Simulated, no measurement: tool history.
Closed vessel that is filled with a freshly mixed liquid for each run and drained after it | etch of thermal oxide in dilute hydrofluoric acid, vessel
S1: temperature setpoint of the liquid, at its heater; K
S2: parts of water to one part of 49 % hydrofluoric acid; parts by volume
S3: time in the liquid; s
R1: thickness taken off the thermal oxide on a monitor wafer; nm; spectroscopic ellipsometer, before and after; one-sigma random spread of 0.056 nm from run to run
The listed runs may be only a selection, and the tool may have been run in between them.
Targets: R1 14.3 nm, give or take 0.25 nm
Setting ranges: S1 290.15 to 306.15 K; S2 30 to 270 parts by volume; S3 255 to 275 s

{"run": 1, "day": 0.0, "S1": 298.15, "S2": 150, "S3": 255, "R1": 7.7133}
{"run": 2, "day": 0.192, "S1": 298.15, "S2": 115, "S3": 255, "R1": 10.472}
{"run": 3, "day": 0.233, "S1": 298.15, "S2": 115, "S3": 255, "R1": 10.422}
{"run": 4, "day": 0.379, "S1": 299.65, "S2": 115, "S3": 255, "R1": 11.13}
{"day": 0.583, "done": "hydrofluoric acid flow meter replaced"}
{"run": 5, "day": 0.583, "S1": 299.65, "S2": 115, "S3": 255, "R1": 11.837}
{"run": 6, "day": 0.742, "S1": 301.65, "S2": 115, "S3": 255, "R1": 12.735}
{"run": 7, "day": 0.933, "S1": 302.15, "S2": 115, "S3": 255, "R1": 13.056}
{"run": 8, "day": 1.15, "S1": 302.15, "S2": 115, "S3": 255, "R1": 13}
{"run": 9, "day": 1.404, "S1": 302.15, "S2": 115, "S3": 255, "R1": 13.049}

Which one of the following 4 next-run settings gets every result inside its allowed miss? There is exactly one.
{"run": "A", "day": 1.658, "S1": 305.15, "S2": 125, "S3": 275, "R1": "?"}
{"run": "B", "day": 1.658, "S1": 303.15, "S2": 120, "S3": 270, "R1": "?"}
{"run": "C", "day": 1.658, "S1": 300.15, "S2": 110, "S3": 275, "R1": "?"}
{"run": "D", "day": 1.658, "S1": 301.15, "S2": 105, "S3": 255, "R1": "?"}

move=A R1=14.187
move=B R1=13.585
move=C R1=13.667
move=D R1=13.884
A: all results in spec
B: better than the last run, though not everything is in spec
C: better than the last run, though not everything is in spec
D: better than the last run, though not everything is in spec
Go with A: it meets all targets.
